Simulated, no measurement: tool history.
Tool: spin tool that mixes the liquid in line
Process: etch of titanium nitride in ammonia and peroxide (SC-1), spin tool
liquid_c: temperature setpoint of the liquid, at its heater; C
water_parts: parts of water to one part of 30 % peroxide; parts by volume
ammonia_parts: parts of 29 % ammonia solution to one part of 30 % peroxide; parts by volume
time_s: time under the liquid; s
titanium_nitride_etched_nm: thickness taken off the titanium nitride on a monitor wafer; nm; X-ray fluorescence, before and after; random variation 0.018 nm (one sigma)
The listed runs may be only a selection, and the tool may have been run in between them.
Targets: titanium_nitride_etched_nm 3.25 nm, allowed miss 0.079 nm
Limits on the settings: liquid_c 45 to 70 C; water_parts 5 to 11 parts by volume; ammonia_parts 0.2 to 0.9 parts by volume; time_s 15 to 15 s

{"run": 1, "day": 0.0, "liquid_c": 61, "water_parts": 6, "ammonia_parts": 0.5, "time_s": 15, "titanium_nitride_etched_nm": 2.3052}
{"run": 2, "day": 0.158, "liquid_c": 55.5, "water_parts": 6, "ammonia_parts": 0.5, "time_s": 15, "titanium_nitride_etched_nm": 1.6198}
{"run": 3, "day": 0.246, "liquid_c": 57, "water_parts": 6, "ammonia_parts": 0.5, "time_s": 15, "titanium_nitride_etched_nm": 1.7882}
{"run": 4, "day": 0.346, "liquid_c": 58.5, "water_parts": 6, "ammonia_parts": 0.5, "time_s": 15, "titanium_nitride_etched_nm": 1.9666}
{"run": 5, "day": 0.383, "liquid_c": 59.5, "water_parts": 6, "ammonia_parts": 0.5, "time_s": 15, "titanium_nitride_etched_nm": 2.116}
{"run": 6, "day": 0.604, "liquid_c": 60.5, "water_parts": 6, "ammonia_parts": 0.5, "time_s": 15, "titanium_nitride_etched_nm": 2.2581}
{"run": 7, "day": 0.733, "liquid_c": 61.5, "water_parts": 6, "ammonia_parts": 0.5, "time_s": 15, "titanium_nitride_etched_nm": 2.4144}
{"run": 8, "day": 0.988, "liquid_c": 62, "water_parts": 6, "ammonia_parts": 0.5, "time_s": 15, "titanium_nitride_etched_nm": 2.4993}
{"run": 9, "day": 1.012, "liquid_c": 62.5, "water_parts": 6, "ammonia_parts": 0.5, "time_s": 15, "titanium_nitride_etched_nm": 2.5676}
{"run": 10, "day": 1.279, "liquid_c": 62.5, "water_parts": 6, "ammonia_parts": 0.5, "time_s": 15, "titanium_nitride_etched_nm": 2.5732}

Next run, 5 choices. One meets every target within its allowed miss, the rest don't. Which?
{"run": "A", "day": 1.546, "liquid_c": 65, "water_parts": 5, "ammonia_parts": 0.45, "time_s": 15, "titanium_nitride_etched_nm": "?"}
{"run": "B", "day": 1.546, "liquid_c": 58.5, "water_parts": 6, "ammonia_parts": 0.55, "time_s": 15, "titanium_nitride_etched_nm": "?"}
{"run": "C", "day": 1.546, "liquid_c": 67, "water_parts": 6.5, "ammonia_parts": 0.6, "time_s": 15, "titanium_nitride_etched_nm": "?"}
{"run": "D", "day": 1.546, "liquid_c": 65, "water_parts": 8.5, "ammonia_parts": 0.7, "time_s": 15, "titanium_nitride_etched_nm": "?"}
{"run": "E", "day": 1.546, "liquid_c": 58.5, "water_parts": 5.5, "ammonia_parts": 0.5, "time_s": 15, "titanium_nitride_etched_nm": "?"}

move=A titanium_nitride_etched_nm=3.2236
move=B titanium_nitride_etched_nm=2.0026
move=C titanium_nitride_etched_nm=3.38
move=D titanium_nitride_etched_nm=2.6748
move=E titanium_nitride_etched_nm=2.056
A: every result lands within tolerance
B: further off than the last run
C: takes the result that was furthest off past its target
D: nearer the targets than the last run, but a result is still out of spec
E: further off than the last run
A is the move that brings every result within its allowed miss.
